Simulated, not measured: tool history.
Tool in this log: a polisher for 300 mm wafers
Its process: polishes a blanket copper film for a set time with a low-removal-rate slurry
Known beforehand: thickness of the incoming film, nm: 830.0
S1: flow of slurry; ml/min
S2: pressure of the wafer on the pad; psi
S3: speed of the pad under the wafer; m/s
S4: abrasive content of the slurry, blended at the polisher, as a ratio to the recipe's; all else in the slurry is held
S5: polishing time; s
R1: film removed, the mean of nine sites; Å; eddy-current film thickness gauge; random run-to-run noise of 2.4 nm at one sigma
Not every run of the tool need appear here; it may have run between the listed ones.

run,day,S1,S2,S3,S4,S5,R1
1,0.000,195,2.8,1.22,1.0,117,4923.5
2,0.225,170,2.8,1.22,1.0,117,4861.2
3,0.262,170,2.6,1.22,1.0,117,4506.9
4,0.479,170,2.5,1.22,1.0,117,4349.0
5,0.621,170,2.5,1.22,1.0,123,4579.2
6,0.796,170,2.5,1.48,1.0,123,5122.8
7,1.033,170,2.3,1.48,1.0,123,4756.0
8,1.221,170,2.2,1.48,1.0,123,4623.2
9,1.442,170,2.1,1.48,1.0,123,4439.1
10,1.579,170,2.1,1.48,1.0,123,4335.6
11,1.617,170,2.0,1.48,1.0,123,4160.4
12,1.896,170,1.9,1.48,1.0,123,3955.3

The next listed run, before its measurement:
13,1.975,170,1.8,1.48,1.0,123,?

R1: 3804.7 Å
